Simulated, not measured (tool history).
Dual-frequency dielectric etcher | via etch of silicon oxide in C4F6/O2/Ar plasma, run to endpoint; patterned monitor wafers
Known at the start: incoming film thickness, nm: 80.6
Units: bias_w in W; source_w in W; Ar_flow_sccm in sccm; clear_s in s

run    day  bias_w  source_w  Ar_flow_sccm  clear_s
  1  0.000     457       310           410   19.650
  2  0.304     486       320           408   18.825
  3  0.496     486       340           408   18.388
  4  0.671     457       340           408   18.771
     0.854  -- bias power generator calibrated
  5  0.854     396       340           408   19.817
  6  1.221     396       310           408   20.840

Run 7 comes next. What will it give?
  7  1.408     435       310           407        ?

clear_s: 20.142 s

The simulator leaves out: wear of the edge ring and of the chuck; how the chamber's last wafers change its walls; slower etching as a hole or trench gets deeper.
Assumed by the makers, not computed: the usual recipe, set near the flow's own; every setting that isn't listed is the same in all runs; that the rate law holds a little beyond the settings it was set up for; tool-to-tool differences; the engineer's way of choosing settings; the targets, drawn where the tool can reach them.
